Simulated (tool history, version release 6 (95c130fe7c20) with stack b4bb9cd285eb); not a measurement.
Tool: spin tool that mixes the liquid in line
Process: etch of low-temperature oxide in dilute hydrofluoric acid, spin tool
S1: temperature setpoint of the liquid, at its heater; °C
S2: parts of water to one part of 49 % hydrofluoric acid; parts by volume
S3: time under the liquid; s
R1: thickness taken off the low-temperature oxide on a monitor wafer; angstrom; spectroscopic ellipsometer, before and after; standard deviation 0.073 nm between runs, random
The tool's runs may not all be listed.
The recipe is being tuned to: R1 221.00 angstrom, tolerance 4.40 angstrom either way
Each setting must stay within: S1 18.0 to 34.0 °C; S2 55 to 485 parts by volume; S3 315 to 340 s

Run 1, hour 0.0: S1 26.0 °C, S2 270 parts by volume, S3 315 s. Result: R1 282.21 angstrom.
Run 2, hour 7.5: S1 26.0 °C, S2 270 parts by volume, S3 340 s. Result: R1 301.50 angstrom.
Run 3, hour 15.0: S1 24.0 °C, S2 270 parts by volume, S3 340 s. Result: R1 282.22 angstrom.
Run 4, hour 22.3: S1 24.0 °C, S2 225 parts by volume, S3 340 s. Result: R1 354.96 angstrom.
Run 5, hour 25.1: S1 24.0 °C, S2 130 parts by volume, S3 340 s. Result: R1 685.17 angstrom.
Run 6, hour 26.7: S1 25.5 °C, S2 130 parts by volume, S3 340 s. Result: R1 722.23 angstrom.
Run 7, hour 28.9: S1 21.5 °C, S2 240 parts by volume, S3 340 s. Result: R1 300.13 angstrom.
Run 8, hour 35.6: S1 20.5 °C, S2 245 parts by volume, S3 340 s. Result: R1 282.70 angstrom.
Run 9, hour 39.4: S1 20.0 °C, S2 250 parts by volume, S3 340 s. Result: R1 268.49 angstrom.

Below are 5 possible settings for the next run. Only one of them brings all results inside the allowed miss of their targets. Which is it?
Run A, hour 43.2: S1 21.5 °C, S2 300 parts by volume, S3 315 s. Result: R1 ?.
Run B, hour 43.2: S1 18.0 °C, S2 285 parts by volume, S3 335 s. Result: R1 ?.
Run C, hour 43.2: S1 22.5 °C, S2 305 parts by volume, S3 315 s. Result: R1 ?.
Run D, hour 43.2: S1 22.0 °C, S2 290 parts by volume, S3 315 s. Result: R1 ?.
Run E, hour 43.2: S1 18.5 °C, S2 270 parts by volume, S3 315 s. Result: R1 ?.

move      R1
   A  209.78
   B  209.27
   C  212.82
   D  223.00
   E  214.46
A: takes the result that was furthest off past its target
B: takes the result that was furthest off past its target
C: takes the result that was furthest off past its target
D: meets every target
E: takes the result that was furthest off past its target
Go with D: it meets all targets.
